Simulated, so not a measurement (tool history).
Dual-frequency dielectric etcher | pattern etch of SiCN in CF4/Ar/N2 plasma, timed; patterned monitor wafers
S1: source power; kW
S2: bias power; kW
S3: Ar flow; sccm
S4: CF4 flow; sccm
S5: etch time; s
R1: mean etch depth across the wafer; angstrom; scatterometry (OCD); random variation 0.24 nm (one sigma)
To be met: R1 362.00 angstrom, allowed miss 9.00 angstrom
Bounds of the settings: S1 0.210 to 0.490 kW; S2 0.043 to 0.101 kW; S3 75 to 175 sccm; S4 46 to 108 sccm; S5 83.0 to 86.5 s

{"run": 1, "hour": 0.0, "S1": 0.35, "S2": 0.072, "S3": 125, "S4": 77, "S5": 83.0, "R1": 513.59}
{"run": 2, "hour": 5.1, "S1": 0.39, "S2": 0.072, "S3": 125, "S4": 77, "S5": 83.0, "R1": 554.63}
{"run": 3, "hour": 9.9, "S1": 0.39, "S2": 0.072, "S3": 125, "S4": 77, "S5": 83.0, "R1": 565.45}
{"run": 4, "hour": 17.9, "S1": 0.39, "S2": 0.072, "S3": 125, "S4": 77, "S5": 86.5, "R1": 589.94}
{"run": 5, "hour": 23.5, "S1": 0.33, "S2": 0.067, "S3": 128, "S4": 76, "S5": 86.5, "R1": 492.15}
{"run": 6, "hour": 29.8, "S1": 0.27, "S2": 0.067, "S3": 128, "S4": 76, "S5": 86.5, "R1": 405.86}
{"run": 7, "hour": 30.9, "S1": 0.26, "S2": 0.067, "S3": 128, "S4": 76, "S5": 86.5, "R1": 396.62}
{"run": 8, "hour": 35.4, "S1": 0.26, "S2": 0.067, "S3": 128, "S4": 76, "S5": 86.5, "R1": 397.71}
{"run": 9, "hour": 43.6, "S1": 0.22, "S2": 0.066, "S3": 128, "S4": 76, "S5": 86.5, "R1": 337.55}
{"run": 10, "hour": 49.0, "S1": 0.23, "S2": 0.066, "S3": 128, "S4": 76, "S5": 86.5, "R1": 355.59}

Which of these 5 next moves meets every target?
{"run": "A", "hour": 54.4, "S1": 0.22, "S2": 0.071, "S3": 139, "S4": 80, "S5": 86.5, "R1": "?"}
{"run": "B", "hour": 54.4, "S1": 0.22, "S2": 0.067, "S3": 124, "S4": 78, "S5": 86.0, "R1": "?"}
{"run": "C", "hour": 54.4, "S1": 0.22, "S2": 0.065, "S3": 125, "S4": 97, "S5": 83.0, "R1": "?"}
{"run": "D", "hour": 54.4, "S1": 0.21, "S2": 0.069, "S3": 102, "S4": 89, "S5": 85.0, "R1": "?"}
{"run": "E", "hour": 54.4, "S1": 0.24, "S2": 0.062, "S3": 131, "S4": 77, "S5": 86.5, "R1": "?"}

move=A R1=348.13
move=B R1=345.51
move=C R1=337.35
move=D R1=344.01
move=E R1=364.49
A: further off than the last run
B: further off than the last run
C: further off than the last run
D: further off than the last run
E: meets every target
Answer: E
